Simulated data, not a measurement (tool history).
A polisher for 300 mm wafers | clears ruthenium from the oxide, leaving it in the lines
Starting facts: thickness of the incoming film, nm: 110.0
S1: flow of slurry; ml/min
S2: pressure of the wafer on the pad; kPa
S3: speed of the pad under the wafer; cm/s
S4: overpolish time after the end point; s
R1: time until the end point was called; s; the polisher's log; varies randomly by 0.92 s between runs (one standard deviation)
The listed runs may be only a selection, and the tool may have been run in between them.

Run 1, hour 0: S1 240 ml/min, S2 13.8 kPa, S3 100 cm/s, S4 45 s. Result: R1 90.656 s.
Run 2, hour 7.9: S1 265 ml/min, S2 13.8 kPa, S3 100 cm/s, S4 45 s. Result: R1 90.474 s.
Run 3, hour 14.5: S1 290 ml/min, S2 13.8 kPa, S3 100 cm/s, S4 45 s. Result: R1 88.982 s.
Run 4, hour 22.5: S1 290 ml/min, S2 13.8 kPa, S3 80 cm/s, S4 45 s. Result: R1 112.68 s.
Run 5, hour 25: S1 325 ml/min, S2 13.8 kPa, S3 80 cm/s, S4 45 s. Result: R1 110.68 s.
Run 6, hour 31.3: S1 325 ml/min, S2 15.2 kPa, S3 80 cm/s, S4 45 s. Result: R1 102.83 s.

For run 7, what comes out?
Run 7, hour 36.1: S1 325 ml/min, S2 16.5 kPa, S3 82 cm/s, S4 45 s. Result: R1 ?.

R1: 91.726 s
